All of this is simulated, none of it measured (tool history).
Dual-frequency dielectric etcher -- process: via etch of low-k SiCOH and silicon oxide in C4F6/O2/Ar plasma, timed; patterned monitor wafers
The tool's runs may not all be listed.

run	day	source power (kW)	bias power (kW)	etch time (s)	mean etch depth across the wafer (angstrom)
1	0	0.42	0.148	40	916.33
2	0.292	0.42	0.124	40	841.33
3	0.483	0.4	0.122	40	812.19
4	0.829	0.4	0.102	40	733.84
5	1.138	0.4	0.102	37	677.27
6	1.5	0.4	0.128	37	764.25

Forecast run 7:
7	1.617	0.32	0.124	37	?

Run 7 yielded mean etch depth across the wafer (angstrom) 639.47.

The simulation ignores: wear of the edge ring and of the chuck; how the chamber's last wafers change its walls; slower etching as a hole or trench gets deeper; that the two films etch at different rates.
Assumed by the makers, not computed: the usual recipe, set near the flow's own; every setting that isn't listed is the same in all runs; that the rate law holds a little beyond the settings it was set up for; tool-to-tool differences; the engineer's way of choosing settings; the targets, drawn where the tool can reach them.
